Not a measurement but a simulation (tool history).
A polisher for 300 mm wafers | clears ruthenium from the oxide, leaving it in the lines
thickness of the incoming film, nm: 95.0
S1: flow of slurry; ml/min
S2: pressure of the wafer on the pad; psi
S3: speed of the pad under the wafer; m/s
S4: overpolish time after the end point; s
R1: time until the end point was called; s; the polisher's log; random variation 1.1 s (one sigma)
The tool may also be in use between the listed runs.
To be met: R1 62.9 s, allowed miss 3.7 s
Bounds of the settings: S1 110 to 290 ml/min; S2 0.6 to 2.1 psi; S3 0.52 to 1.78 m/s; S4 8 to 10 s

| run | hour | S1 | S2 | S3 | S4 | R1 |
|---|---|---|---|---|---|---|
| 1 | 0 | 185 | 1.3 | 1.14 | 10 | 107.95 |
| 2 | 6.7 | 185 | 1.3 | 1.14 | 10 | 105.52 |
| 3 | 8.5 | 185 | 1.1 | 1.14 | 10 | 118.88 |
| 4 | 17.1 | 185 | 1.1 | 1.14 | 10 | 118.79 |
| 5 | 21 | 185 | 1.3 | 1.16 | 10 | 109.9 |
| 6 | 23.2 | 185 | 1.3 | 1 | 10 | 122.67 |
| 7 | 23.9 | 185 | 1.4 | 1.06 | 10 | 111.75 |
| 8 | 32.8 | 185 | 1.5 | 1.12 | 10 | 100.94 |
| 9 | 41.7 | 190 | 1.9 | 1.24 | 10 | 78.326 |
| 10 | 46.3 | 190 | 1.9 | 1.28 | 10 | 72.669 |
| 11 | 46.9 | 190 | 1.9 | 1.3 | 10 | 72.637 |
| 12 | 51 | 190 | 1.9 | 1.32 | 10 | 72.711 |
| 13 | 54.4 | 190 | 1.9 | 1.34 | 10 | 71.794 |

5 next moves are on the table. One of them brings every result within its allowed miss. Which?
| A | 57.8 | 175 | 1.6 | 1.36 | 8 | ? |
| B | 57.8 | 195 | 1.7 | 1.24 | 10 | ? |
| C | 57.8 | 185 | 1.7 | 1.44 | 10 | ? |
| D | 57.8 | 160 | 2 | 1.56 | 10 | ? |
| E | 57.8 | 195 | 1.5 | 1.24 | 8 | ? |

| move | R1 |
|---|---|
| A | 81.058 |
| B | 83.807 |
| C | 73.023 |
| D | 61.959 |
| E | 90.889 |
A: further off than the last run
B: further off than the last run
C: further off than the last run
D: meets every target
E: further off than the last run
The right move is D.
